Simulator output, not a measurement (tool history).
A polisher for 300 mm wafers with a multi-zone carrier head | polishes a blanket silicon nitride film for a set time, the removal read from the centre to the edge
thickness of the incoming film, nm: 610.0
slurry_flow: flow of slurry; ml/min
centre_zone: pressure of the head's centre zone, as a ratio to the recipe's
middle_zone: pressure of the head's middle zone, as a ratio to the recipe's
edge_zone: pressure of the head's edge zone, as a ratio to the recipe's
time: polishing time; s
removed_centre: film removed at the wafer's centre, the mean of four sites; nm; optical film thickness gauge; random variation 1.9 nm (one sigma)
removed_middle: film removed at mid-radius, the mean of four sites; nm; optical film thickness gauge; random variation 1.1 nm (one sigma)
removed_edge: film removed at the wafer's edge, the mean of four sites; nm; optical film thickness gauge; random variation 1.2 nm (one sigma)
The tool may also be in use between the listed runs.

run	hour	slurry_flow	centre_zone	middle_zone	edge_zone	time	removed_centre	removed_middle	removed_edge
1	0	215	1	1	1	69	166.05	171.15	170.5
2	2.8	215	1	1	1	60	144.6	147.63	147.14
3	10.5	215	1	0.96	1	60	144.13	142.5	147.2
4	12.2	190	1	0.96	1	60	142.01	139.11	143.27
5	17.7	215	1.03	0.98	0.97	60	148.99	143.53	143.07
6	21.5	235	1.05	1	0.96	60	152.36	148.77	144.49
7	26.5	250	1.08	1.01	0.95	60	158.07	148.27	144.5
8	28.5	260	1.1	1.03	0.94	60	162.36	152.88	145.49
9	34.6	260	1.1	1.03	0.94	60	162.7	153.44	145.01
10	42.3	270	1.11	1.04	0.94	60	166.1	155.08	146.16

The next listed run, before its measurement:
11	51	280	1.12	1.05	0.93	60	?	?	?

removed_centre: 168.94 nm
removed_middle: 158.49 nm
removed_edge: 144.74 nm
